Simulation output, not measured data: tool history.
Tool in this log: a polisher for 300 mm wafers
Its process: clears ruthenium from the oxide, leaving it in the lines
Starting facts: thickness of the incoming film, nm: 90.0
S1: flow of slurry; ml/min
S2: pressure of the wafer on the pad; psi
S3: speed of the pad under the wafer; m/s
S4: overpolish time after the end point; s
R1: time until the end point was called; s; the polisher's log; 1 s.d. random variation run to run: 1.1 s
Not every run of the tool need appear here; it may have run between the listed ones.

| run | hour | S1 | S2 | S3 | S4 | R1 |
|---|---|---|---|---|---|---|
| 1 | 0.0 | 230 | 1.9 | 0.88 | 8 | 88.988 |
| 2 | 2.5 | 255 | 1.9 | 0.88 | 8 | 87.988 |
| 3 | 9.5 | 255 | 1.8 | 0.88 | 8 | 92.515 |
| 4 | 12.7 | 255 | 1.8 | 0.88 | 8 | 94.169 |
| 5 | 18.3 | 255 | 1.8 | 1.04 | 8 | 78.759 |
| 6 | 23.3 | 255 | 2.2 | 1.04 | 8 | 65.027 |
| 7 | 30.3 | 255 | 1.9 | 1.04 | 8 | 75.736 |
| 8 | 34.3 | 255 | 1.7 | 1.04 | 8 | 82.218 |
| 9 | 41.3 | 245 | 1.1 | 1.02 | 8 | 126.030 |

For run 10, what comes out?
| 10 | 47.9 | 250 | 1.1 | 1.02 | 8 | ? |

R1: 128.100 s
